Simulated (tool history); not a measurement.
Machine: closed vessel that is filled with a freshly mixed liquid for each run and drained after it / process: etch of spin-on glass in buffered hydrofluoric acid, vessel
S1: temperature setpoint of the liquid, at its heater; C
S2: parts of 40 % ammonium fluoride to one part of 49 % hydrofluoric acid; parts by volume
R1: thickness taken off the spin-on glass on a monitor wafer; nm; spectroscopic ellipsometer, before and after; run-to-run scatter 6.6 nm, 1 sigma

Run 1, hour 0.0: S1 21.0 C, S2 12.0 parts by volume, time in the liquid (s) 105. Result: R1 335.68 nm.
Run 2, hour 0.6: S1 21.0 C, S2 12.0 parts by volume, time in the liquid (s) 105. Result: R1 339.17 nm.
Run 3, hour 3.5: S1 23.0 C, S2 11.0 parts by volume, time in the liquid (s) 105. Result: R1 408.58 nm.
Run 4, hour 10.8: S1 23.0 C, S2 14.0 parts by volume, time in the liquid (s) 105. Result: R1 326.36 nm.
Run 5, hour 11.3: S1 24.5 C, S2 12.5 parts by volume, time in the liquid (s) 105. Result: R1 396.09 nm.
Run 6, hour 16.2: S1 26.0 C, S2 12.5 parts by volume, time in the liquid (s) 105. Result: R1 425.32 nm.

Forecast run 7:
Run 7, hour 24.2: S1 26.0 C, S2 12.5 parts by volume, time in the liquid (s) 105. Result: R1 ?.

R1: 424.09 nm

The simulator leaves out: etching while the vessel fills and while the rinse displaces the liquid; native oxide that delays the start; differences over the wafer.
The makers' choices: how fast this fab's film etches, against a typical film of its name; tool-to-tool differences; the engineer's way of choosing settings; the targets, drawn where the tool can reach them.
